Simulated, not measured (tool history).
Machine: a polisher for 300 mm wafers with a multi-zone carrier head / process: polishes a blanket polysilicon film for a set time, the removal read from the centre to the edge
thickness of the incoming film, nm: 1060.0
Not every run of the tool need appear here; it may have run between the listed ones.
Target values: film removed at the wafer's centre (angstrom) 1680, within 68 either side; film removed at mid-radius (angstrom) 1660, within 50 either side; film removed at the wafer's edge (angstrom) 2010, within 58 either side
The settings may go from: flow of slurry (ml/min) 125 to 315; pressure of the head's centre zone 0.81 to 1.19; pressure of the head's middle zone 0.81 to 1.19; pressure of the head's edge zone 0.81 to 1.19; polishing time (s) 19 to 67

run    day  flow of slurry (ml/min)  pressure of the head's centre zone  pressure of the head's middle zone  pressure of the head's edge zone  polishing time (s)  film removed at the wafer's centre (angstrom)  film removed at mid-radius (angstrom)  film removed at the wafer's edge (angstrom)
  1      0                      205                                   1                                   1                                 1                  43                                         2934.2                                 2968.5                                       3009.4
  2   0.25                      205                                   1                                   1                                 1                  52                                         3616.4                                 3629.8                                       3721.4
  3  0.512                      200                                0.98                                0.98                                 1                  49                                         3344.6                                 3288.7                                       3439.5
  4  0.704                      200                                0.98                                0.98                              0.96                  49                                         3415.6                                 3311.3                                         3352
  5  0.992                      200                                0.98                                0.98                              0.96                  43                                         2940.1                                 2925.9                                       2974.3
  6  1.054                      200                                0.98                                0.98                              0.96                  48                                         3237.8                                 3266.6                                       3272.2
  7  1.175                      145                                0.88                                0.88                              0.94                  36                                         1939.6                                   2057                                       2315.3
  8  1.512                      145                                0.88                                0.87                              0.94                  35                                         1903.6                                 1965.1                                         2261
  9  1.725                      145                                0.88                                0.86                              0.94                  35                                           1914                                 1882.4                                       2216.4
     1.908  -- slurry nozzle cleaned
 10  1.908                      145                                0.87                                0.85                              0.93                  35                                         2204.6                                 2147.4                                       2416.3
 11  2.183                      145                                0.89                                0.86                              0.94                  35                                           2158                                 2167.4                                       2439.5
 12  2.367                      160                                0.88                                0.86                              0.95                  34                                         2169.9                                 2154.2                                       2424.7
 13  2.542                      125                                0.84                                0.81                              0.99                  24                                         1366.6                                 1371.5                                       1676.2
 14  2.775                      180                                0.85                                0.83                              1.05                  25                                         1605.4                                 1576.5                                       1928.9

Which single option among these 4 for the next run brings every result within its allowed miss of target? Just one does.
  A  3.008                      185                                0.83                                0.88                              1.03                  25                                              ?                                      ?                                            ?
  B  3.008                      230                                0.87                                0.85                              1.13                  25                                              ?                                      ?                                            ?
  C  3.008                      180                                0.83                                0.85                              1.07                  25                                              ?                                      ?                                            ?
  D  3.008                      130                                0.81                                0.87                              1.09                  27                                              ?                                      ?                                            ?

move  film removed at the wafer's centre (angstrom)  film removed at mid-radius (angstrom)  film removed at the wafer's edge (angstrom)
   A                                         1573.2                                 1667.3                                       1885.1
   B                                         1712.3                                 1674.9                                       2025.1
   C                                         1564.3                                 1612.4                                       1914.9
   D                                         1519.6                                 1652.1                                       1982.2
A: corrects the largest miss of the last run, while another result sits out of spec
B: hits every target within its allowed miss
C: corrects the largest miss of the last run, while another result sits out of spec
D: corrects the largest miss of the last run, while another result sits out of spec
Move B is the one to make.
